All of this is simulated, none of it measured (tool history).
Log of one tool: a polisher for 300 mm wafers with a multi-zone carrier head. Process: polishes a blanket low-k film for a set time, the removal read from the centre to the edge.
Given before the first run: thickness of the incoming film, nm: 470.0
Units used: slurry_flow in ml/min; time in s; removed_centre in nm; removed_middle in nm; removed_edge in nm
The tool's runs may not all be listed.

run,hour,slurry_flow,centre_zone,middle_zone,edge_zone,slurry_solids,time,removed_centre,removed_middle,removed_edge
1,0,125,1,1,1,1,44,26.432,23.937,24.453
2,8.7,120,0.98,0.98,0.98,0.95,44,25.557,22.768,23.09
3,16.2,120,0.98,0.98,0.98,0.8,44,23.242,21.246,21.058
4,21.7,115,0.97,0.97,0.98,0.8,44,22.82,20.405,21.306
5,24.4,115,0.97,1.03,0.98,0.8,44,22.478,21.649,21.135
6,25.6,110,0.96,1.02,0.98,0.8,44,22.394,21.328,21.286
7,27.3,105,0.95,1.01,0.97,0.8,44,21.534,20.771,20.823
8,36.1,100,0.95,1,0.96,0.8,44,21.41,20.334,20.002
9,42.8,95,0.95,0.99,0.97,0.8,44,21.382,19.99,20.302
10,51.7,90,0.94,0.98,0.97,0.8,44,20.534,20.031,20.274
11,59.2,90,0.94,0.97,0.97,0.8,44,20.919,19.783,20.803

Run 12 has not been measured yet. What should we expect?
12,60,90,0.94,0.96,0.96,0.8,44,?,?,?

{"run 12": {"removed_centre": 21.044, "removed_middle": 19.316, "removed_edge": 20.174}}

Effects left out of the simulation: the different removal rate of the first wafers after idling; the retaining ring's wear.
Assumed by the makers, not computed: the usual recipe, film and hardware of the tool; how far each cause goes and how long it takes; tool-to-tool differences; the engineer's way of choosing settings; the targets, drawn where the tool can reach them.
